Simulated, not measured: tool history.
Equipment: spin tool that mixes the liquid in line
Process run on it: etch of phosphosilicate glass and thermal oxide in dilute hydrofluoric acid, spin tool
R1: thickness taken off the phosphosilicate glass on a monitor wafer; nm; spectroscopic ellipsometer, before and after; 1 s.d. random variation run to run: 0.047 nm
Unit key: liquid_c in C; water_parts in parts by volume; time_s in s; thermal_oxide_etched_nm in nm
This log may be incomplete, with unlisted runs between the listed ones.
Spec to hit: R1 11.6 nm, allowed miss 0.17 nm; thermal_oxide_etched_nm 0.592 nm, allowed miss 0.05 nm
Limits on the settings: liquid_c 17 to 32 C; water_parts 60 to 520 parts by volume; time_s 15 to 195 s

Run 1, hour 0: liquid_c 24 C, water_parts 290 parts by volume, time_s 100 s. Result: R1 25.231 nm, thermal_oxide_etched_nm 1.3134 nm.
Run 2, hour 2.6: liquid_c 24 C, water_parts 350 parts by volume, time_s 100 s. Result: R1 19.583 nm, thermal_oxide_etched_nm 1.0094 nm.
Run 3, hour 5.7: liquid_c 22.5 C, water_parts 365 parts by volume, time_s 100 s. Result: R1 17.738 nm, thermal_oxide_etched_nm 0.889 nm.
Run 4, hour 12.3: liquid_c 21.5 C, water_parts 380 parts by volume, time_s 100 s. Result: R1 16.222 nm, thermal_oxide_etched_nm 0.81773 nm.
Run 5, hour 13: liquid_c 21.5 C, water_parts 380 parts by volume, time_s 65 s. Result: R1 10.548 nm, thermal_oxide_etched_nm 0.53808 nm.
Run 6, hour 20: liquid_c 21.5 C, water_parts 380 parts by volume, time_s 45 s. Result: R1 7.318 nm, thermal_oxide_etched_nm 0.3672 nm.
Run 7, hour 27.7: liquid_c 23.5 C, water_parts 370 parts by volume, time_s 45 s. Result: R1 8.1279 nm, thermal_oxide_etched_nm 0.41559 nm.
Run 8, hour 29.5: liquid_c 25 C, water_parts 360 parts by volume, time_s 45 s. Result: R1 8.8175 nm, thermal_oxide_etched_nm 0.46556 nm.

Of the 4 settings listed for the next run, only one would bring every result within its allowed miss of target. Which one?
Run A, hour 31.3: liquid_c 23 C, water_parts 345 parts by volume, time_s 60 s. Result: R1 ?, thermal_oxide_etched_nm ?.
Run B, hour 31.3: liquid_c 29 C, water_parts 360 parts by volume, time_s 50 s. Result: R1 ?, thermal_oxide_etched_nm ?.
Run C, hour 31.3: liquid_c 30.5 C, water_parts 395 parts by volume, time_s 55 s. Result: R1 ?, thermal_oxide_etched_nm ?.
Run D, hour 31.3: liquid_c 17 C, water_parts 340 parts by volume, time_s 75 s. Result: R1 ?, thermal_oxide_etched_nm ?.

move      R1  thermal_oxide_etched_nm
   A  11.541                  0.61102
   B  11.062                  0.58566
   C  11.209                   0.5934
   D  11.867                  0.62825
A: in spec on every target
B: closes in on the targets versus the last run, not all within tolerance yet
C: closes in on the targets versus the last run, not all within tolerance yet
D: takes the biggest miss from the last run beyond its target
Go with A: it meets all targets.

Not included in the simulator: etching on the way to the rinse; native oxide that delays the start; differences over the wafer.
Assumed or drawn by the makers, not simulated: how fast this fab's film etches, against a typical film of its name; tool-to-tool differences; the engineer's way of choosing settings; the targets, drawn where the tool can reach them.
